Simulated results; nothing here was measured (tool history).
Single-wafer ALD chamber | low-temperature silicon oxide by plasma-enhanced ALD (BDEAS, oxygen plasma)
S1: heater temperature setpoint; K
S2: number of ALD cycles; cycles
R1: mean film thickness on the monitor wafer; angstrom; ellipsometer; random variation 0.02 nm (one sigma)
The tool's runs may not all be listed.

run 1 hour=0 | S1=378.15 S2=48 | R1=67.193
run 2 hour=0.6 | S1=375.15 S2=49 | R1=69.203
run 3 hour=2.9 | S1=373.15 S2=49 | R1=69.592
run 4 hour=7.3 | S1=373.15 S2=53 | R1=75.015
run 5 hour=10.5 | S1=373.15 S2=60 | R1=85.06
run 6 hour=19.1 | S1=384.15 S2=60 | R1=82.663
run 7 hour=25.6 | S1=387.15 S2=58 | R1=79.941
run 8 hour=31 | S1=389.15 S2=56 | R1=76.523
run 9 hour=35 | S1=391.15 S2=55 | R1=75.337
run 10 hour=38.8 | S1=392.15 S2=54 | R1=73.504
run 11 hour=47.8 | S1=393.15 S2=54 | R1=73.149

Forecast run 12:
run 12 hour=53.8 | S1=394.15 S2=54 | R1=?

R1: 73.352 angstrom
